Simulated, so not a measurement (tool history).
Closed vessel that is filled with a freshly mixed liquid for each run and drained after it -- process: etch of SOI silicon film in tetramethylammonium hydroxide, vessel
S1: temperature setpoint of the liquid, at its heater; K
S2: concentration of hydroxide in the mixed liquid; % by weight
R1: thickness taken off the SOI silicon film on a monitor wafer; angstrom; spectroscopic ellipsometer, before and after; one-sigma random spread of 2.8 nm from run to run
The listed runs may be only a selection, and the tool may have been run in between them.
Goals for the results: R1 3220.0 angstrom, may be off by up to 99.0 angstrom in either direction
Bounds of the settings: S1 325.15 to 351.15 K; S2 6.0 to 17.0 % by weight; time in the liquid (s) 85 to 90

run 1 hour=0.0 | S1=338.15 S2=11.5 time_in_the_liquid_(s)=85 | R1=4877.3
run 2 hour=1.3 | S1=338.15 S2=11.5 time_in_the_liquid_(s)=90 | R1=5183.2
run 3 hour=3.3 | S1=338.15 S2=11.5 time_in_the_liquid_(s)=90 | R1=5185.0
run 4 hour=8.5 | S1=335.65 S2=11.5 time_in_the_liquid_(s)=90 | R1=4400.7
run 5 hour=13.8 | S1=334.15 S2=11.5 time_in_the_liquid_(s)=90 | R1=4052.8
run 6 hour=19.3 | S1=333.15 S2=11.5 time_in_the_liquid_(s)=90 | R1=3773.2
run 7 hour=26.6 | S1=332.15 S2=11.5 time_in_the_liquid_(s)=90 | R1=3570.2
run 8 hour=29.7 | S1=331.65 S2=11.5 time_in_the_liquid_(s)=90 | R1=3401.0
run 9 hour=37.2 | S1=331.15 S2=11.5 time_in_the_liquid_(s)=90 | R1=3297.3

Next run, 4 choices. One meets every target within its allowed miss, the rest don't. Which?
run A hour=44.7 | S1=331.65 S2=9.5 time_in_the_liquid_(s)=85 | R1=?
run B hour=44.7 | S1=331.65 S2=11.0 time_in_the_liquid_(s)=90 | R1=?
run C hour=44.7 | S1=332.65 S2=13.0 time_in_the_liquid_(s)=90 | R1=?
run D hour=44.7 | S1=330.65 S2=11.5 time_in_the_liquid_(s)=90 | R1=?

move=A R1=3447.5
move=B R1=3461.7
move=C R1=3445.8
move=D R1=3195.6
A: misses by more than the last run did
B: misses by more than the last run did
C: misses by more than the last run did
D: meets every target
Move D is the one to make.
